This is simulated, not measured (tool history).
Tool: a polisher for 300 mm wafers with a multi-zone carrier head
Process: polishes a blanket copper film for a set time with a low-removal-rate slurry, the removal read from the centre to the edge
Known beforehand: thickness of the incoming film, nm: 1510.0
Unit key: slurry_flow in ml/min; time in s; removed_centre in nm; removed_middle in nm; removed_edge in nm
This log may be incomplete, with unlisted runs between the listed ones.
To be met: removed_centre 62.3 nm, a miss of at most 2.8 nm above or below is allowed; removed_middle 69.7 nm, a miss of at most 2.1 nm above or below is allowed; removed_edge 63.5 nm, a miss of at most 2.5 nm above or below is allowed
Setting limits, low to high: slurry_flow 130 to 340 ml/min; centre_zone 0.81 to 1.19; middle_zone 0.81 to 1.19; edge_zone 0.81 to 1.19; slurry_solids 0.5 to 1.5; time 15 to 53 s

run	hour	slurry_flow	centre_zone	middle_zone	edge_zone	slurry_solids	time	removed_centre	removed_middle	removed_edge
1	0	220	1	1	1	1	34	114.42	110.79	113.14
2	2.1	215	0.97	1.01	0.96	0.85	30	93.326	97.25	98.075
3	9.2	220	0.98	1.03	0.93	0.75	26	79.7	81.884	79.829
4	15.9	220	0.98	1.03	0.93	0.75	30	93.043	96.003	92.667
5	18.5	220	0.97	1.04	0.91	0.65	27	80.069	84.558	79.963
6	21.7	195	0.97	1.04	0.91	0.65	27	77.41	83.273	79.114
7	27.2	185	0.97	1.04	0.89	0.6	26	75.104	76.947	74.452
8	32.8	185	0.95	1.05	0.87	0.55	25	67.522	74.26	69.151
9	40	180	0.95	1.05	0.85	0.55	25	67.17	73.392	68.919
10	41.7	180	0.95	1.08	0.82	0.5	23	60.753	68.764	60.235
# hour 43.8: edge zone pressure recalibrated
11	43.8	180	0.95	1.08	0.82	0.5	23	61.288	68.646	57.714

Of the 5 settings listed for the next run, only one would bring every result within its allowed miss of target. Which one?
A	45.9	195	0.99	1.1	0.81	0.55	21	?	?	?
B	45.9	245	1.02	1.19	0.81	0.65	21	?	?	?
C	45.9	190	1	1.13	0.82	0.55	21	?	?	?
D	45.9	135	0.92	1.05	0.91	0.5	25	?	?	?
E	45.9	135	0.99	1.02	0.83	0.5	26	?	?	?

move	removed_centre	removed_middle	removed_edge
A	59.925	65.97	52.825
B	65.843	74.965	55.623
C	60.297	67.255	52.941
D	60.766	69.784	62.329
E	68.031	70.793	62.21
A: its largest miss is bigger than the last run's
B: its largest miss is bigger than the last run's
C: its largest miss is bigger than the last run's
D: in spec on every target
E: the worst result of the last run now meets its target, but another is out of spec
Move D is the one to make.
